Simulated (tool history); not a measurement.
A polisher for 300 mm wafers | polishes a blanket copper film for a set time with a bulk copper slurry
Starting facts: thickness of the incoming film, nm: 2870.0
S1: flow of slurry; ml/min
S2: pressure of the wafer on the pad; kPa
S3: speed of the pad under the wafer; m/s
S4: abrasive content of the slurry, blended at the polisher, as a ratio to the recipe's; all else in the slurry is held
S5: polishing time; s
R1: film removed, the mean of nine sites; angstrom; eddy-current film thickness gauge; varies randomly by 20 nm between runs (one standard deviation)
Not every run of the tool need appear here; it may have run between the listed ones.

run	day	S1	S2	S3	S4	S5	R1
1	0.000	270	19.3	1.22	1.00	122	11830.0
2	0.146	270	19.3	1.10	1.00	122	10414.0
3	0.454	270	19.3	1.10	0.90	122	10516.0
4	0.692	270	19.3	1.00	0.90	122	9614.3
5	0.946	270	19.3	1.00	0.95	122	9599.5
6	1.088	270	20.7	1.02	0.95	122	10651.0
7	1.458	270	22.1	1.02	0.95	122	11194.0
# day 1.721: worn pad replaced by a new one
8	1.721	270	22.8	1.04	0.95	122	13288.0

Forecast run 9:
9	2.012	270	27.6	1.04	0.95	122	?

R1: 15676.0 angstrom
